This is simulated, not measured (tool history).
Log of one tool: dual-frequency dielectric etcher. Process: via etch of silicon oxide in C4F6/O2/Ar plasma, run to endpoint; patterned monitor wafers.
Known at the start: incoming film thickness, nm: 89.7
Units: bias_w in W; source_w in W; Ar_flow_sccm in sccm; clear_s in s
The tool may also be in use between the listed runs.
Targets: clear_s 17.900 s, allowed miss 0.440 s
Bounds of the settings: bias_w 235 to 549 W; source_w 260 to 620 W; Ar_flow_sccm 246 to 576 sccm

Run 1, hour 0.0: bias_w 392 W, source_w 440 W, Ar_flow_sccm 411 sccm. Result: clear_s 20.315 s.
Run 2, hour 1.2: bias_w 421 W, source_w 440 W, Ar_flow_sccm 411 sccm. Result: clear_s 19.898 s.
Run 3, hour 9.3: bias_w 421 W, source_w 380 W, Ar_flow_sccm 411 sccm. Result: clear_s 21.746 s.
Run 4, hour 10.0: bias_w 421 W, source_w 380 W, Ar_flow_sccm 355 sccm. Result: clear_s 21.158 s.
Run 5, hour 13.5: bias_w 421 W, source_w 330 W, Ar_flow_sccm 355 sccm. Result: clear_s 23.657 s.
Run 6, hour 22.0: bias_w 438 W, source_w 350 W, Ar_flow_sccm 353 sccm. Result: clear_s 22.037 s.
Run 7, hour 29.5: bias_w 516 W, source_w 400 W, Ar_flow_sccm 344 sccm. Result: clear_s 18.857 s.
Run 8, hour 33.6: bias_w 516 W, source_w 400 W, Ar_flow_sccm 344 sccm. Result: clear_s 18.907 s.
Run 9, hour 40.5: bias_w 520 W, source_w 400 W, Ar_flow_sccm 344 sccm. Result: clear_s 18.818 s.
Run 10, hour 44.1: bias_w 524 W, source_w 400 W, Ar_flow_sccm 344 sccm. Result: clear_s 18.849 s.
Run 11, hour 49.6: bias_w 527 W, source_w 400 W, Ar_flow_sccm 344 sccm. Result: clear_s 18.669 s.
Run 12, hour 52.8: bias_w 530 W, source_w 400 W, Ar_flow_sccm 344 sccm. Result: clear_s 18.640 s.
Run 13, hour 53.6: bias_w 533 W, source_w 400 W, Ar_flow_sccm 344 sccm. Result: clear_s 18.566 s.
Run 14, hour 58.9: bias_w 533 W, source_w 400 W, Ar_flow_sccm 344 sccm. Result: clear_s 18.547 s.
Run 15, hour 65.4: bias_w 535 W, source_w 400 W, Ar_flow_sccm 344 sccm. Result: clear_s 18.555 s.
Run 16, hour 71.0: bias_w 537 W, source_w 400 W, Ar_flow_sccm 344 sccm. Result: clear_s 18.671 s.
Run 17, hour 75.7: bias_w 539 W, source_w 400 W, Ar_flow_sccm 343 sccm. Result: clear_s 18.550 s.
Run 18, hour 82.7: bias_w 540 W, source_w 400 W, Ar_flow_sccm 343 sccm. Result: clear_s 18.394 s.

Which of these 5 next moves meets every target?
Run A, hour 89.7: bias_w 511 W, source_w 380 W, Ar_flow_sccm 350 sccm. Result: clear_s ?.
Run B, hour 89.7: bias_w 537 W, source_w 380 W, Ar_flow_sccm 348 sccm. Result: clear_s ?.
Run C, hour 89.7: bias_w 525 W, source_w 360 W, Ar_flow_sccm 282 sccm. Result: clear_s ?.
Run D, hour 89.7: bias_w 544 W, source_w 430 W, Ar_flow_sccm 366 sccm. Result: clear_s ?.
Run E, hour 89.7: bias_w 549 W, source_w 390 W, Ar_flow_sccm 445 sccm. Result: clear_s ?.

move  clear_s
   A   19.679
   B   19.251
   C   19.552
   D   17.856
   E   19.386
A: further off than the last run
B: further off than the last run
C: further off than the last run
D: meets every target
E: further off than the last run
The right move is D.
